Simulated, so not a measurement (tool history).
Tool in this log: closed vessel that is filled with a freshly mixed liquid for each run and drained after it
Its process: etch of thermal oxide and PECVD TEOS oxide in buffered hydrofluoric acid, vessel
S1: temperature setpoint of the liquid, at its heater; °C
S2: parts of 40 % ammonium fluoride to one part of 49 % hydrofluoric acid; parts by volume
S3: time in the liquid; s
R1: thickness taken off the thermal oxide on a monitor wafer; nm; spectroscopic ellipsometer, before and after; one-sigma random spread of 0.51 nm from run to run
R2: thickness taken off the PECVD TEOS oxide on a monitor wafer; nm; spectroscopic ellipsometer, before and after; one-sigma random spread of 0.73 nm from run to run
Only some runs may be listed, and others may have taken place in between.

{"run": 1, "hour": 0.0, "S1": 23, "S2": 8.5, "S3": 60, "R1": 75.738, "R2": 156.42}
{"run": 2, "hour": 4.2, "S1": 21, "S2": 8.5, "S3": 60, "R1": 67.847, "R2": 140.17}
{"run": 3, "hour": 11.9, "S1": 21, "S2": 7, "S3": 60, "R1": 82.759, "R2": 171.31}
{"run": 4, "hour": 15.4, "S1": 19.5, "S2": 7.5, "S3": 60, "R1": 71.646, "R2": 147.45}
{"run": 5, "hour": 19.6, "S1": 18.5, "S2": 8, "S3": 60, "R1": 62.842, "R2": 131.18}
{"run": 6, "hour": 23.1, "S1": 18.5, "S2": 8, "S3": 75, "R1": 76.964, "R2": 163.82}
{"run": 7, "hour": 28.5, "S1": 18, "S2": 9, "S3": 75, "R1": 67.078, "R2": 138.18}
{"run": 8, "hour": 36.6, "S1": 18, "S2": 9, "S3": 75, "R1": 67.582, "R2": 137.59}
{"run": 9, "hour": 40.4, "S1": 17.5, "S2": 9.5, "S3": 75, "R1": 62.523, "R2": 131.01}
{"run": 10, "hour": 41.9, "S1": 17.5, "S2": 10, "S3": 75, "R1": 60.043, "R2": 126.64}

Predict the results of run 11:
{"run": 11, "hour": 48.6, "S1": 17.5, "S2": 10.5, "S3": 75, "R1": "?", "R2": "?"}

Run 11 produced R1 58.221 nm, R2 120.44 nm.

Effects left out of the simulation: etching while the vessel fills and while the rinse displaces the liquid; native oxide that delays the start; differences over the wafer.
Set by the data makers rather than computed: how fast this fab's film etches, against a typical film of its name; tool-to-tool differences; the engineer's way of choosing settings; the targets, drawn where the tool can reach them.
